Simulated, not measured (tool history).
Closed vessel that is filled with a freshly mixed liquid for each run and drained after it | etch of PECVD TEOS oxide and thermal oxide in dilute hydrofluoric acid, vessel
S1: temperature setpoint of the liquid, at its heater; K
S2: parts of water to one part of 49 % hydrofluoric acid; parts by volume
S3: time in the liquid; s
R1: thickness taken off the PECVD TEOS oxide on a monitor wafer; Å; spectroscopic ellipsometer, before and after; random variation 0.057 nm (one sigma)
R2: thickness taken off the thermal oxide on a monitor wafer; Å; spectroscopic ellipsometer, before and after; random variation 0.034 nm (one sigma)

{"run": 1, "day": 0.0, "S1": 296.15, "S2": 240, "S3": 310, "R1": 122.43, "R2": 47.838}
{"run": 2, "day": 0.179, "S1": 296.15, "S2": 160, "S3": 310, "R1": 198.19, "R2": 81.052}
{"run": 3, "day": 0.354, "S1": 296.15, "S2": 220, "S3": 310, "R1": 136.86, "R2": 53.751}
{"run": 4, "day": 0.492, "S1": 294.15, "S2": 225, "S3": 310, "R1": 123.54, "R2": 48.138}
{"run": 5, "day": 0.55, "S1": 294.15, "S2": 295, "S3": 310, "R1": 87.397, "R2": 34.918}
{"run": 6, "day": 0.804, "S1": 295.15, "S2": 295, "S3": 310, "R1": 89.907, "R2": 36.289}
{"run": 7, "day": 1.129, "S1": 295.65, "S2": 295, "S3": 310, "R1": 92.91, "R2": 36.622}

Forecast run 8:
{"run": 8, "day": 1.183, "S1": 296.15, "S2": 295, "S3": 310, "R1": "?", "R2": "?"}

{"run 8": {"R1": 93.735, "R2": 37.46}}
